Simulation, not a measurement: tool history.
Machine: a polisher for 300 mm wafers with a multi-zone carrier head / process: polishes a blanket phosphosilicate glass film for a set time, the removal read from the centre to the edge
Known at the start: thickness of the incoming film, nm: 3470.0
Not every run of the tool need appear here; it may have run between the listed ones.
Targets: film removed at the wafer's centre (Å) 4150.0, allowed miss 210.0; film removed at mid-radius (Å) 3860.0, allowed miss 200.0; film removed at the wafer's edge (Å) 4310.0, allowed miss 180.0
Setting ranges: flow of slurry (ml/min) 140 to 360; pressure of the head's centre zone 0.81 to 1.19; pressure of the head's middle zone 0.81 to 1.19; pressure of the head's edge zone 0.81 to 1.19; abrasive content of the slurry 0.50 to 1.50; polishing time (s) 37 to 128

| run | day | flow of slurry (ml/min) | pressure of the head's centre zone | pressure of the head's middle zone | pressure of the head's edge zone | abrasive content of the slurry | polishing time (s) | film removed at the wafer's centre (Å) | film removed at mid-radius (Å) | film removed at the wafer's edge (Å) |
|---|---|---|---|---|---|---|---|---|---|---|
| 1 | 0.000 | 230 | 1.00 | 1.00 | 1.00 | 1.00 | 82 | 5235.0 | 4999.0 | 4854.4 |
| 2 | 0.104 | 230 | 0.95 | 1.00 | 1.00 | 1.00 | 82 | 4852.1 | 4964.3 | 4904.9 |
| 3 | 0.204 | 230 | 0.95 | 0.98 | 0.99 | 0.95 | 82 | 4770.9 | 4828.3 | 4764.2 |
| 4 | 0.271 | 265 | 0.95 | 0.98 | 0.99 | 0.95 | 82 | 4866.9 | 4817.0 | 4774.6 |
| 5 | 0.308 | 265 | 0.94 | 0.96 | 0.99 | 0.90 | 82 | 4723.0 | 4772.4 | 4668.5 |
| 6 | 0.496 | 260 | 0.94 | 0.94 | 1.01 | 0.90 | 81 | 4738.9 | 4545.3 | 4588.7 |
| 7 | 0.750 | 255 | 0.93 | 0.92 | 1.02 | 0.90 | 81 | 4567.5 | 4588.7 | 4672.1 |
| 8 | 1.121 | 250 | 0.98 | 0.82 | 1.04 | 0.65 | 80 | 4321.5 | 3655.2 | 4102.1 |
| 9 | 1.350 | 250 | 0.97 | 0.82 | 1.05 | 0.65 | 80 | 4131.6 | 3609.4 | 4142.9 |
| 10 | 1.688 | 250 | 0.97 | 0.83 | 1.05 | 0.65 | 80 | 4265.8 | 3702.1 | 4197.5 |

Consider the 4 candidate settings below. Which is the only one whose results all fall within their allowed miss of target?
| A | 2.025 | 250 | 0.90 | 0.84 | 1.00 | 0.55 | 90 | ? | ? | ? |
| B | 2.025 | 225 | 0.97 | 0.81 | 1.19 | 0.50 | 86 | ? | ? | ? |
| C | 2.025 | 245 | 0.83 | 0.83 | 1.13 | 0.70 | 79 | ? | ? | ? |
| D | 2.025 | 225 | 1.00 | 0.82 | 1.05 | 0.90 | 71 | ? | ? | ? |

| move | film removed at the wafer's centre (Å) | film removed at mid-radius (Å) | film removed at the wafer's edge (Å) |
|---|---|---|---|
| A | 4069.8 | 3883.9 | 4379.9 |
| B | 4003.6 | 3442.3 | 4335.3 |
| C | 3568.8 | 3661.5 | 4399.4 |
| D | 4174.2 | 3515.3 | 4144.2 |
A: in spec on every target
B: its largest miss is bigger than the last run's
C: puts the biggest miss on target and leaves a different result outside tolerance
D: its largest miss is bigger than the last run's
Correct choice: A, which meets every target
